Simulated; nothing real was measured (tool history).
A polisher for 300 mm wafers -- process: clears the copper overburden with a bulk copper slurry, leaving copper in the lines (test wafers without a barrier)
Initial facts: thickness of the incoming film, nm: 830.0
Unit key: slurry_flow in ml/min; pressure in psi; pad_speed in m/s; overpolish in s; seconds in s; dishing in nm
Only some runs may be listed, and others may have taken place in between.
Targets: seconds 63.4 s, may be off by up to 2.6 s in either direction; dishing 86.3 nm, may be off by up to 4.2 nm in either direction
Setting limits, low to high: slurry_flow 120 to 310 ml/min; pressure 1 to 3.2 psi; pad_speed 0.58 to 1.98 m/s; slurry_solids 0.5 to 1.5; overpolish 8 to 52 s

run,hour,slurry_flow,pressure,pad_speed,slurry_solids,overpolish,seconds,dishing
1,0,200,2.1,1.28,1,26,113.11,69.245
2,5.3,200,2.1,1.28,0.85,26,112.62,66.812
3,10.9,200,2.1,1.28,0.7,26,117.9,65.766
4,12.9,200,2.2,1.3,0.7,25,110.59,67.699
5,21.8,200,2.5,1.3,0.7,25,101.34,72.048
6,28.9,200,2.7,1.3,0.7,25,95.433,76.617
7,34.6,200,2.8,1.34,0.7,24,89.973,76.188
8,39.4,200,2.9,1.38,0.7,24,84.189,76.834
9,43.4,200,2.9,1.42,0.7,24,83.473,78.762
10,46.2,210,3.2,1.62,0.75,20,65.854,80.273

5 next moves are on the table. One of them brings every result within its allowed miss. Which?
A,49,235,3.1,1.54,0.85,28,?,?
B,49,245,3.1,1.88,1.05,25,?,?
C,49,200,2.8,1.98,0.9,17,?,?
D,49,235,3.2,1.86,0.65,25,?,?
E,49,220,3.2,1.68,0.8,41,?,?

move,seconds,dishing
A,68.338,82.689
B,54.855,83.701
C,60.427,75.071
D,58.925,83.749
E,62.761,86.31
A: brings the result that was furthest off to its target, and leaves another outside
B: brings the result that was furthest off to its target, and leaves another outside
C: the biggest miss grows against the last run
D: brings the result that was furthest off to its target, and leaves another outside
E: all results in spec
Answer: E

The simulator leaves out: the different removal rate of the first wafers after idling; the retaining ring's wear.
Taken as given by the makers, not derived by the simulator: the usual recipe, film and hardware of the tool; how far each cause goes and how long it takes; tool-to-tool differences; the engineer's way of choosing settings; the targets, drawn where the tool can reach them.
